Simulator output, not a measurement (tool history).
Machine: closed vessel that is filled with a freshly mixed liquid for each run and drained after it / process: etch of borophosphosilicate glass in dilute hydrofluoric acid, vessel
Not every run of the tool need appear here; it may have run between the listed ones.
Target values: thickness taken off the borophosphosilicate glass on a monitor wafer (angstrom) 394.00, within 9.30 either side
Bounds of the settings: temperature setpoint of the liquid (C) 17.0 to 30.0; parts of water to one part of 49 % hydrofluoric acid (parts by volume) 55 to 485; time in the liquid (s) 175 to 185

run    day  temperature setpoint of the liquid (C)  parts of water to one part of 49 % hydrofluoric acid (parts by volume)  time in the liquid (s)  thickness taken off the borophosphosilicate glass on a monitor wafer (angstrom)
  1  0.000                                    22.0                                                                     270                     175                                                                           193.10
  2  0.129                                    23.0                                                                     255                     175                                                                           214.60
  3  0.312                                    23.0                                                                     180                     175                                                                           329.81
  4  0.567                                    20.0                                                                     180                     175                                                                           292.86
  5  0.762                                    21.0                                                                     180                     175                                                                           307.19
  6  0.862                                    21.0                                                                     180                     175                                                                           305.47
  7  1.100                                    25.0                                                                     175                     175                                                                           367.79
  8  1.150                                    25.0                                                                     175                     175                                                                           369.12
  9  1.250                                    26.0                                                                     175                     175                                                                           382.01

Next run, 4 choices. One meets every target within its allowed miss, the rest don't. Which?
  A  1.350                                    28.0                                                                     180                     185                                                                                ?
  B  1.350                                    26.5                                                                     180                     185                                                                                ?
  C  1.350                                    22.5                                                                     155                     185                                                                                ?
  D  1.350                                    23.0                                                                     165                     180                                                                                ?

move  thickness taken off the borophosphosilicate glass on a monitor wafer (angstrom)
   A                                                                           418.47
   B                                                                           396.37
   C                                                                           407.42
   D                                                                           375.48
A: takes the result that was furthest off past its target
B: all results in spec
C: takes the result that was furthest off past its target
D: further off than the last run
So the answer is move B, the one that meets all the targets.

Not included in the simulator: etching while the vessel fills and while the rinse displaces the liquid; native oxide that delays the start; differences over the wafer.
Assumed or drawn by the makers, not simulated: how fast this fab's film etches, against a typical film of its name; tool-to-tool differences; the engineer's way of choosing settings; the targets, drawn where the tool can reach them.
